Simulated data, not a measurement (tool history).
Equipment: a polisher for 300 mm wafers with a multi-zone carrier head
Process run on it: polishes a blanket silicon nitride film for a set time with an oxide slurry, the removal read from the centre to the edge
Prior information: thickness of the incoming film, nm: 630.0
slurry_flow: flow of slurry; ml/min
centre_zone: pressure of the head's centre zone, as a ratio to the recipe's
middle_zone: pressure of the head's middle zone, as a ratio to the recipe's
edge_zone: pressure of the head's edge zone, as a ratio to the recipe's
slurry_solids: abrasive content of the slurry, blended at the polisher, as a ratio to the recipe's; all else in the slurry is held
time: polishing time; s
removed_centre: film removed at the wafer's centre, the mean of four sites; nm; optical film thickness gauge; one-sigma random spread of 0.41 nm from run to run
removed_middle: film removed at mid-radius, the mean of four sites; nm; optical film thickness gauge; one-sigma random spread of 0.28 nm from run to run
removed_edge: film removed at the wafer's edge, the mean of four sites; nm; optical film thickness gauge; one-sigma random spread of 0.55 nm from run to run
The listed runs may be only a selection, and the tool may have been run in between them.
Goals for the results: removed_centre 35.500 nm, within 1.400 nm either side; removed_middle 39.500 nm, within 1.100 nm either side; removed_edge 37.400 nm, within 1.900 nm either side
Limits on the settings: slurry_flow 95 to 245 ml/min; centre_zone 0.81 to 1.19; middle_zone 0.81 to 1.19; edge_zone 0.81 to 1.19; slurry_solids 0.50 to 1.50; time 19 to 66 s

run	hour	slurry_flow	centre_zone	middle_zone	edge_zone	slurry_solids	time	removed_centre	removed_middle	removed_edge
1	0.0	155	1.00	1.00	1.00	1.00	42	29.446	30.643	32.214
2	2.3	155	1.00	1.08	1.00	1.00	42	29.964	32.828	31.540
3	6.8	155	1.00	1.08	1.00	0.85	42	27.155	29.713	29.337
4	9.3	155	1.07	1.08	1.00	0.85	42	29.456	29.748	28.807
5	16.6	165	1.06	1.09	1.03	0.90	42	30.437	31.348	30.183
6	23.8	185	1.06	1.09	1.03	0.90	42	30.794	32.479	31.239
7	30.1	195	1.06	1.10	1.05	0.95	42	32.747	33.948	31.771
8	33.6	200	1.04	1.10	1.06	1.00	42	33.014	35.165	34.047
9	35.2	205	1.04	1.11	1.07	1.00	42	33.181	34.855	32.819

Exercise: of the 4 proposed moves below, exactly one satisfies all targets within the stated allowed misses. Which move is it?
A	36.8	245	1.12	1.18	0.99	1.45	34	?	?	?
B	36.8	190	1.01	1.07	1.04	1.10	45	?	?	?
C	36.8	245	1.03	1.16	1.13	0.95	46	?	?	?
D	36.8	220	1.05	1.18	1.00	1.05	43	?	?	?

move	removed_centre	removed_middle	removed_edge
A	35.952	36.203	32.376
B	36.404	37.608	37.841
C	36.548	39.472	38.255
D	36.221	38.999	35.153
A: an improvement on the last run, though not all results are within tolerance
B: an improvement on the last run, though not all results are within tolerance
C: in spec on every target
D: brings the last run's worst result on target, with another outside its allowed miss
The right move is C.
